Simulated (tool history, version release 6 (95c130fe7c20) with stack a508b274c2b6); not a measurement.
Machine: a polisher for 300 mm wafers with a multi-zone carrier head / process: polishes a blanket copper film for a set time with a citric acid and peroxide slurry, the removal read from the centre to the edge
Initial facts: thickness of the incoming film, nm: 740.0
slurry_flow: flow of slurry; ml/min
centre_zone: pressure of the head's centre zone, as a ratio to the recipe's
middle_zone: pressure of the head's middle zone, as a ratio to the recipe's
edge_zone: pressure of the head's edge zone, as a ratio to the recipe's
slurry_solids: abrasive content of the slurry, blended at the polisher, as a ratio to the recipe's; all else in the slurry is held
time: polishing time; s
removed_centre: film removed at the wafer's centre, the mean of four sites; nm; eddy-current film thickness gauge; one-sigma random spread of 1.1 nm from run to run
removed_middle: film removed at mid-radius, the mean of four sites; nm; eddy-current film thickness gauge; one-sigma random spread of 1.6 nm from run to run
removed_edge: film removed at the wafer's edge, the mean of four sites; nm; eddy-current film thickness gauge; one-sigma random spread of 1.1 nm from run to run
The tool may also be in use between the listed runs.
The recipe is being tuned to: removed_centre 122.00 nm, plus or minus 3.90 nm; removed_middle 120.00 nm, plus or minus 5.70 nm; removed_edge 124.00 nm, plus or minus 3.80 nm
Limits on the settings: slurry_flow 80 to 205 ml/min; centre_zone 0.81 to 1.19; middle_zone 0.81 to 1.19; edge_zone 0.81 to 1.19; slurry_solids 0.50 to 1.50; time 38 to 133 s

run 1 day=0.000 | slurry_flow=135 centre_zone=1.00 middle_zone=1.00 edge_zone=1.00 slurry_solids=1.00 time=85 | removed_centre=206.26 removed_middle=218.38 removed_edge=207.64
run 2 day=0.354 | slurry_flow=120 centre_zone=1.00 middle_zone=1.00 edge_zone=1.00 slurry_solids=1.00 time=85 | removed_centre=204.10 removed_middle=204.13 removed_edge=206.38
run 3 day=0.454 | slurry_flow=120 centre_zone=0.98 middle_zone=0.98 edge_zone=0.97 slurry_solids=0.85 time=77 | removed_centre=175.81 removed_middle=180.21 removed_edge=178.82
run 4 day=0.496 | slurry_flow=120 centre_zone=0.98 middle_zone=0.98 edge_zone=0.90 slurry_solids=0.85 time=77 | removed_centre=175.86 removed_middle=182.22 removed_edge=175.15
run 5 day=0.671 | slurry_flow=115 centre_zone=0.97 middle_zone=0.96 edge_zone=0.90 slurry_solids=0.75 time=71 | removed_centre=155.89 removed_middle=158.44 removed_edge=154.94
run 6 day=0.808 | slurry_flow=115 centre_zone=1.04 middle_zone=0.96 edge_zone=0.90 slurry_solids=0.75 time=71 | removed_centre=164.57 removed_middle=161.11 removed_edge=155.89
run 7 day=1.121 | slurry_flow=110 centre_zone=1.01 middle_zone=0.94 edge_zone=0.90 slurry_solids=0.70 time=68 | removed_centre=151.75 removed_middle=147.79 removed_edge=146.68
run 8 day=1.308 | slurry_flow=110 centre_zone=0.99 middle_zone=0.93 edge_zone=0.89 slurry_solids=0.65 time=66 | removed_centre=141.96 removed_middle=139.38 removed_edge=141.53
run 9 day=1.362 | slurry_flow=105 centre_zone=0.98 middle_zone=0.92 edge_zone=0.88 slurry_solids=0.60 time=65 | removed_centre=135.67 removed_middle=131.83 removed_edge=136.95
run 10 day=1.688 | slurry_flow=100 centre_zone=0.98 middle_zone=0.92 edge_zone=0.87 slurry_solids=0.55 time=64 | removed_centre=129.44 removed_middle=130.82 removed_edge=128.41
run 11 day=1.988 | slurry_flow=95 centre_zone=0.98 middle_zone=0.91 edge_zone=0.87 slurry_solids=0.55 time=64 | removed_centre=130.30 removed_middle=127.92 removed_edge=130.16
run 12 day=2.254 | slurry_flow=95 centre_zone=0.98 middle_zone=0.91 edge_zone=0.87 slurry_solids=0.55 time=64 | removed_centre=130.02 removed_middle=125.73 removed_edge=130.77
run 13 day=2.496 | slurry_flow=95 centre_zone=0.97 middle_zone=0.91 edge_zone=0.86 slurry_solids=0.55 time=64 | removed_centre=127.15 removed_middle=123.52 removed_edge=128.36

Exercise: of the 5 proposed moves below, exactly one satisfies all targets within the stated allowed misses. Which move is it?
run A day=2.738 | slurry_flow=110 centre_zone=0.96 middle_zone=0.91 edge_zone=0.89 slurry_solids=0.50 time=61 | removed_centre=? removed_middle=? removed_edge=?
run B day=2.738 | slurry_flow=125 centre_zone=0.97 middle_zone=0.83 edge_zone=0.81 slurry_solids=0.85 time=58 | removed_centre=? removed_middle=? removed_edge=?
run C day=2.738 | slurry_flow=80 centre_zone=0.89 middle_zone=0.87 edge_zone=0.92 slurry_solids=0.65 time=65 | removed_centre=? removed_middle=? removed_edge=?
run D day=2.738 | slurry_flow=100 centre_zone=0.95 middle_zone=0.85 edge_zone=0.88 slurry_solids=0.60 time=67 | removed_centre=? removed_middle=? removed_edge=?
run E day=2.738 | slurry_flow=100 centre_zone=1.01 middle_zone=0.99 edge_zone=0.87 slurry_solids=0.55 time=61 | removed_centre=? removed_middle=? removed_edge=?

move=A removed_centre=124.68 removed_middle=123.45 removed_edge=126.14
move=B removed_centre=133.79 removed_middle=121.92 removed_edge=128.84
move=C removed_centre=117.47 removed_middle=122.82 removed_edge=134.44
move=D removed_centre=135.83 removed_middle=129.54 removed_edge=139.87
move=E removed_centre=129.98 removed_middle=130.78 removed_edge=125.06
A: in spec on every target
B: the biggest miss grows against the last run
C: pushes the last run's worst result past its target
D: the biggest miss grows against the last run
E: the biggest miss grows against the last run
Answer: A
